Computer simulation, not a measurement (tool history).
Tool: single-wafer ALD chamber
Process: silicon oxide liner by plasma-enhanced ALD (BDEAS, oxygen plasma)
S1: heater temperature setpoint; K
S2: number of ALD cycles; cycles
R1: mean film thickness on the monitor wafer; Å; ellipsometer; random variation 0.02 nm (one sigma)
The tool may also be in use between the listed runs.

run 1 hour=0 | S1=583.15 S2=70 | R1=65.288
run 2 hour=2.1 | S1=584.15 S2=67 | R1=62.537
run 3 hour=5.5 | S1=576.15 S2=67 | R1=63.228
run 4 hour=7.6 | S1=577.15 S2=65 | R1=60.939
run 5 hour=12.8 | S1=578.15 S2=63 | R1=59.236
run 6 hour=15 | S1=578.15 S2=71 | R1=66.628

Run 7 comes next. What will it give?
run 7 hour=18.5 | S1=579.15 S2=68 | R1=?

Run 7 gave R1 63.689 Å.
